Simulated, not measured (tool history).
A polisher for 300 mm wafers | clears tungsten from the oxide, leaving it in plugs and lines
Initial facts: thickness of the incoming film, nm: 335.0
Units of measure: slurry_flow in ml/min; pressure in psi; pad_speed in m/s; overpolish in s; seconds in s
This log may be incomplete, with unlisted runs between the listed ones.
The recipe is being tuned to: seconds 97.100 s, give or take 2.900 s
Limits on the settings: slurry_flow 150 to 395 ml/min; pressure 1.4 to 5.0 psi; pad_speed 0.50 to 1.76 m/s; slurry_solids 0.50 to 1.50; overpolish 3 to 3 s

run  hour  slurry_flow  pressure  pad_speed  slurry_solids  overpolish  seconds
  1   0.0          250       3.2       1.12           1.00           3   81.403
  2   1.9          250       3.1       1.12           1.00           3   84.187
  3   4.6          250       3.0       1.12           1.00           3   87.853
  4   9.5          250       3.0       1.12           1.00           3   85.942
  5  15.2          250       2.9       1.12           1.00           3   90.605
  6  22.2          250       2.9       1.12           1.20           3   86.307
  7  24.1          250       2.8       1.12           1.20           3   90.310
  8  24.9          245       2.7       1.12           1.20           3   92.680

Which of these 4 next moves meets every target?
  A  25.7          230       2.5       1.14           1.30           3        ?
  B  25.7          255       2.6       1.02           1.15           3        ?
  C  25.7          255       2.4       1.12           1.20           3        ?
  D  25.7          230       2.4       1.12           1.20           3        ?

move  seconds
   A   98.340
   B  106.420
   C  104.210
   D  105.530
A: meets every target
B: carries the result that was furthest off beyond its target, to the other side
C: carries the result that was furthest off beyond its target, to the other side
D: carries the result that was furthest off beyond its target, to the other side
The move that meets every target is A.
